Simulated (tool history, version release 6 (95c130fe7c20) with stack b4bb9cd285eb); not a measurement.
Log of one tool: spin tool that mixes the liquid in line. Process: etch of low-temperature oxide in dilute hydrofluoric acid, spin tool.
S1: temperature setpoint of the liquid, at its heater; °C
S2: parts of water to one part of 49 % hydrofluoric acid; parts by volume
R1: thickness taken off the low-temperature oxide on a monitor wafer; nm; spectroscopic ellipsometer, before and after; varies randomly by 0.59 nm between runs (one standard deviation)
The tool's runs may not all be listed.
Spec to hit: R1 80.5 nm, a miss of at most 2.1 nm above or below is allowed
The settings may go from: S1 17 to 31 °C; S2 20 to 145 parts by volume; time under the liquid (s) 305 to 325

Run 1, day 0: S1 23 °C, S2 80 parts by volume, time under the liquid (s) 305. Result: R1 54.095 nm.
Run 2, day 0.033: S1 24 °C, S2 80 parts by volume, time under the liquid (s) 305. Result: R1 55.906 nm.
Run 3, day 0.25: S1 24.5 °C, S2 80 parts by volume, time under the liquid (s) 305. Result: R1 56.58 nm.
Run 4, day 0.404: S1 24.5 °C, S2 80 parts by volume, time under the liquid (s) 325. Result: R1 60.293 nm.
Run 5, day 0.496: S1 25 °C, S2 80 parts by volume, time under the liquid (s) 325. Result: R1 61.94 nm.
Run 6, day 0.604: S1 25 °C, S2 90 parts by volume, time under the liquid (s) 325. Result: R1 53.568 nm.
Run 7, day 0.904: S1 25.5 °C, S2 90 parts by volume, time under the liquid (s) 325. Result: R1 55.291 nm.
Run 8, day 1.042: S1 26 °C, S2 90 parts by volume, time under the liquid (s) 325. Result: R1 56.565 nm.
Run 9, day 1.258: S1 26.5 °C, S2 90 parts by volume, time under the liquid (s) 325. Result: R1 57.637 nm.
Run 10, day 1.329: S1 27 °C, S2 90 parts by volume, time under the liquid (s) 325. Result: R1 59.112 nm.
Run 11, day 1.65: S1 27.5 °C, S2 90 parts by volume, time under the liquid (s) 325. Result: R1 60.077 nm.
Run 12, day 1.988: S1 28 °C, S2 90 parts by volume, time under the liquid (s) 325. Result: R1 62.089 nm.
Run 13, day 2.325: S1 28.5 °C, S2 90 parts by volume, time under the liquid (s) 325. Result: R1 62.573 nm.
Run 14, day 2.379: S1 31 °C, S2 75 parts by volume, time under the liquid (s) 325. Result: R1 83.984 nm.
Run 15, day 2.512: S1 30.5 °C, S2 75 parts by volume, time under the liquid (s) 325. Result: R1 82.755 nm.

Which of these 5 next moves meets every target?
Run A, day 2.646: S1 31 °C, S2 70 parts by volume, time under the liquid (s) 310. Result: R1 ?.
Run B, day 2.646: S1 31 °C, S2 80 parts by volume, time under the liquid (s) 320. Result: R1 ?.
Run C, day 2.646: S1 29.5 °C, S2 75 parts by volume, time under the liquid (s) 325. Result: R1 ?.
Run D, day 2.646: S1 29.5 °C, S2 65 parts by volume, time under the liquid (s) 305. Result: R1 ?.
Run E, day 2.646: S1 30 °C, S2 75 parts by volume, time under the liquid (s) 305. Result: R1 ?.

move      R1
   A   86.55
   B  77.003
   C  79.362
   D  87.208
   E  75.923
A: moves away from the targets compared with the last run
B: the result that was furthest off in the last run now lies on the other side of its target
C: hits every target within its allowed miss
D: moves away from the targets compared with the last run
E: the result that was furthest off in the last run now lies on the other side of its target
Move C is the one to make.
